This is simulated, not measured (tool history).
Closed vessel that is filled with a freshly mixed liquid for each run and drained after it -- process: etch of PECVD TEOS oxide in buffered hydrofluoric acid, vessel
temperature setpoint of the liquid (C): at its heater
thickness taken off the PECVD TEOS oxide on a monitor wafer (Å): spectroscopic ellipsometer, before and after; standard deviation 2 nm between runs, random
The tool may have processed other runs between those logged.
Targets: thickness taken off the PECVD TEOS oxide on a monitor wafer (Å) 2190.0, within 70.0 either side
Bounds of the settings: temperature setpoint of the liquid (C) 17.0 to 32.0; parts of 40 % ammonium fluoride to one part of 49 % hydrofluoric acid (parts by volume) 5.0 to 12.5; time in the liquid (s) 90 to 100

run,hour,temperature setpoint of the liquid (C),parts of 40 % ammonium fluoride to one part of 49 % hydrofluoric acid (parts by volume),time in the liquid (s),thickness taken off the PECVD TEOS oxide on a monitor wafer (Å)
1,0.0,24.0,7.5,90,3803.6
2,4.1,22.0,7.5,90,3380.3
3,11.6,20.5,8.0,90,2921.7
4,15.2,20.5,9.0,90,2574.5
5,21.3,19.5,9.0,90,2367.5
6,22.1,19.5,8.0,90,2726.4
7,26.8,19.0,8.0,90,2664.6
8,31.0,18.5,8.0,90,2600.3
9,35.7,18.0,8.0,90,2489.8
10,37.2,17.5,8.0,90,2441.4

Which of these 4 next moves meets every target?
A,38.7,18.0,9.0,90,?
B,38.7,17.5,7.5,95,?
C,38.7,17.0,8.0,95,?
D,38.7,18.0,7.5,100,?

move,thickness taken off the PECVD TEOS oxide on a monitor wafer (Å)
A,2227.1
B,2784.6
C,2523.8
D,3015.6
A: every result lands within tolerance
B: further off than the last run
C: further off than the last run
D: further off than the last run
So the answer is move A, the one that meets all the targets.
